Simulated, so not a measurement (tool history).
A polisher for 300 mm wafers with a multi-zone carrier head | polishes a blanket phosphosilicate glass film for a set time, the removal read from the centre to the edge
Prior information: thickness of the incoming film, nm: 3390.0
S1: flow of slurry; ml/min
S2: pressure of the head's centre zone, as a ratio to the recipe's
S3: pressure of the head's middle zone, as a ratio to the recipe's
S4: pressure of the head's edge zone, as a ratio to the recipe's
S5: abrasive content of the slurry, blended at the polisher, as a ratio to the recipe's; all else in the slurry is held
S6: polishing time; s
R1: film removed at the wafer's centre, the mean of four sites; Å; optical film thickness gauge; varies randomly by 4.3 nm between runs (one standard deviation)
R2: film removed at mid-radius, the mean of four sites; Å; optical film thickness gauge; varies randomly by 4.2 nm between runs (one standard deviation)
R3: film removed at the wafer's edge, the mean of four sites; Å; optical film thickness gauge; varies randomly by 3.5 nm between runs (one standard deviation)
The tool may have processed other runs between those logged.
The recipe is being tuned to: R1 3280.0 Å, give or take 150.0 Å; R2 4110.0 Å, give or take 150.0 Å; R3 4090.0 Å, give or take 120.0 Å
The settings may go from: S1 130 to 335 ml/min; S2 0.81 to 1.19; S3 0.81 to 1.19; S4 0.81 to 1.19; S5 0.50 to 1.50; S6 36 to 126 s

run,hour,S1,S2,S3,S4,S5,S6,R1,R2,R3
1,0.0,215,1.00,1.00,1.00,1.00,81,4163.1,4199.6,4163.1
2,4.6,215,1.07,1.00,1.00,1.00,81,4565.7,4193.3,4204.3
3,7.7,215,1.07,0.97,1.00,1.00,81,4386.5,4098.2,4174.0
4,14.0,215,1.07,0.97,1.03,1.00,81,4450.3,4073.1,4258.2
5,20.5,215,1.07,0.97,1.03,0.95,81,4413.1,4025.9,4071.4
6,27.5,215,1.01,0.97,1.03,0.95,81,4170.1,4000.2,4133.6
7,30.1,190,0.94,1.00,1.04,1.00,80,3815.9,4068.1,4144.5
8,35.8,180,0.90,1.01,1.04,1.00,80,3531.6,4123.7,4063.6
9,37.7,175,0.88,1.01,1.05,1.00,80,3527.9,4070.3,4115.5

Exercise: of the 4 proposed moves below, exactly one satisfies all targets within the stated allowed misses. Which move is it?
A,39.6,165,0.83,1.16,0.93,1.05,79,?,?,?
B,39.6,130,0.85,1.04,1.03,1.10,81,?,?,?
C,39.6,155,0.89,1.11,1.02,1.05,75,?,?,?
D,39.6,185,0.91,0.99,0.99,0.80,90,?,?,?

move,R1,R2,R3
A,3280.0,4546.8,3865.0
B,3301.3,4100.3,4086.7
C,3293.1,4102.5,3802.4
D,3742.8,4122.6,4120.9
A: the worst result of the last run now meets its target, but another is out of spec
B: hits every target within its allowed miss
C: the worst result of the last run now meets its target, but another is out of spec
D: further off than the last run
The move that meets every target is B.
